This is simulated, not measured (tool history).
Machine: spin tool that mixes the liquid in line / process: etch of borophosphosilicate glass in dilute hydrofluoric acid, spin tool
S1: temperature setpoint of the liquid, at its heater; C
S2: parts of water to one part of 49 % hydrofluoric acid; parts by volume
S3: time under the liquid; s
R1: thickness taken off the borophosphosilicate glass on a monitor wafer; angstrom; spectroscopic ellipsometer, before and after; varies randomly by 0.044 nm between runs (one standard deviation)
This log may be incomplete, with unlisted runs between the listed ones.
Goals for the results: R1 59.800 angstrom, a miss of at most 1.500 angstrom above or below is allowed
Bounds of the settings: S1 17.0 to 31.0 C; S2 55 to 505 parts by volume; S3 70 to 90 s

{"run": 1, "hour": 0.0, "S1": 23.0, "S2": 280, "S3": 90, "R1": 62.901}
{"run": 2, "hour": 2.1, "S1": 23.0, "S2": 280, "S3": 90, "R1": 62.835}
{"run": 3, "hour": 2.8, "S1": 23.0, "S2": 335, "S3": 90, "R1": 49.356}
{"run": 4, "hour": 11.1, "S1": 24.0, "S2": 335, "S3": 90, "R1": 51.629}
{"hour": 12.4, "done": "thermometer replaced"}
{"run": 5, "hour": 12.4, "S1": 24.0, "S2": 335, "S3": 70, "R1": 42.816}
{"run": 6, "hour": 20.5, "S1": 25.0, "S2": 325, "S3": 70, "R1": 46.95}
{"run": 7, "hour": 27.1, "S1": 26.0, "S2": 320, "S3": 70, "R1": 48.42}
{"run": 8, "hour": 32.9, "S1": 26.0, "S2": 320, "S3": 70, "R1": 48.421}
{"run": 9, "hour": 35.8, "S1": 26.5, "S2": 310, "S3": 70, "R1": 50.894}
{"run": 10, "hour": 41.3, "S1": 27.0, "S2": 305, "S3": 70, "R1": 53.178}
{"run": 11, "hour": 44.7, "S1": 27.5, "S2": 300, "S3": 70, "R1": 56.217}

Next run, 4 choices. One meets every target within its allowed miss, the rest don't. Which?
{"run": "A", "hour": 48.1, "S1": 27.0, "S2": 280, "S3": 70, "R1": "?"}
{"run": "B", "hour": 48.1, "S1": 28.0, "S2": 310, "S3": 70, "R1": "?"}
{"run": "C", "hour": 48.1, "S1": 26.5, "S2": 310, "S3": 70, "R1": "?"}
{"run": "D", "hour": 48.1, "S1": 27.0, "S2": 310, "S3": 70, "R1": "?"}

move=A R1=59.893
move=B R1=54.195
move=C R1=51.568
move=D R1=52.435
A: every result lands within tolerance
B: the biggest miss grows against the last run
C: the biggest miss grows against the last run
D: the biggest miss grows against the last run
The right move is A.
